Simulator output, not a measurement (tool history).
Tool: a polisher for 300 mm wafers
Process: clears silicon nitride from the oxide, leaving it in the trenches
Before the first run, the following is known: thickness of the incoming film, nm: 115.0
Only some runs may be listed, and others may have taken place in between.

| run | hour | flow of slurry (ml/min) | pressure of the wafer on the pad (kPa) | speed of the pad under the wafer (m/s) | overpolish time after the end point (s) | time until the end point was called (s) |
|---|---|---|---|---|---|---|
| 1 | 0 | 135 | 17.2 | 1.12 | 10 | 124.69 |
| 2 | 3 | 130 | 14.5 | 1.08 | 10 | 156.66 |
| 3 | 8.7 | 130 | 14.5 | 1.08 | 10 | 152.91 |
| 4 | 13.2 | 125 | 12.4 | 1.06 | 10 | 180.89 |
| 5 | 14.3 | 120 | 11 | 1.06 | 10 | 206.67 |
| 6 | 22.2 | 115 | 10.3 | 1.06 | 10 | 224.03 |
| 7 | 29.8 | 110 | 10.3 | 1.06 | 10 | 220.07 |
| 8 | 34.8 | 110 | 7.6 | 1.06 | 10 | 298.67 |

Run 9, settings as shown, results not yet in. Your forecast:
| 9 | 40.3 | 110 | 8.3 | 1.06 | 10 | ? |

For run 9 the tool returned time until the end point was called (s) 273.7.
